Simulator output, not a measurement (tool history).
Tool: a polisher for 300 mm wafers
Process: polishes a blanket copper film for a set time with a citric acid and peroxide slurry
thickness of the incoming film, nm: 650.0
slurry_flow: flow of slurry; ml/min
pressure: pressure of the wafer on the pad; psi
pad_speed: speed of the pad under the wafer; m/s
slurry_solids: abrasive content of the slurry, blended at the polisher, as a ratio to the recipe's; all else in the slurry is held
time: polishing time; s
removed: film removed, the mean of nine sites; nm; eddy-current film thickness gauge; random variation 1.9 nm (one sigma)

{"run": 1, "hour": 0.0, "slurry_flow": 185, "pressure": 2.9, "pad_speed": 0.78, "slurry_solids": 1.0, "time": 54, "removed": 103.4}
{"run": 2, "hour": 5.2, "slurry_flow": 185, "pressure": 2.4, "pad_speed": 0.78, "slurry_solids": 1.0, "time": 54, "removed": 91.03}
{"run": 3, "hour": 10.4, "slurry_flow": 185, "pressure": 2.7, "pad_speed": 0.78, "slurry_solids": 1.0, "time": 54, "removed": 100.62}
{"run": 4, "hour": 11.8, "slurry_flow": 185, "pressure": 2.7, "pad_speed": 0.7, "slurry_solids": 1.0, "time": 54, "removed": 89.2}
{"run": 5, "hour": 19.0, "slurry_flow": 185, "pressure": 3.4, "pad_speed": 0.7, "slurry_solids": 1.0, "time": 54, "removed": 106.18}
{"run": 6, "hour": 26.5, "slurry_flow": 185, "pressure": 3.6, "pad_speed": 0.72, "slurry_solids": 1.0, "time": 54, "removed": 114.23}
{"run": 7, "hour": 27.5, "slurry_flow": 185, "pressure": 3.8, "pad_speed": 0.72, "slurry_solids": 1.0, "time": 54, "removed": 117.63}
{"hour": 34.8, "done": "slurry blender recalibrated"}
{"run": 8, "hour": 34.8, "slurry_flow": 185, "pressure": 3.9, "pad_speed": 0.74, "slurry_solids": 1.0, "time": 54, "removed": 133.23}
{"run": 9, "hour": 35.9, "slurry_flow": 185, "pressure": 4.0, "pad_speed": 0.74, "slurry_solids": 1.0, "time": 54, "removed": 139.51}
{"run": 10, "hour": 41.3, "slurry_flow": 185, "pressure": 4.0, "pad_speed": 0.74, "slurry_solids": 1.0, "time": 54, "removed": 138.89}

Run 11 comes next. What will it give?
{"run": 11, "hour": 46.8, "slurry_flow": 185, "pressure": 4.2, "pad_speed": 0.74, "slurry_solids": 1.0, "time": 54, "removed": "?"}

removed: 141.37 nm
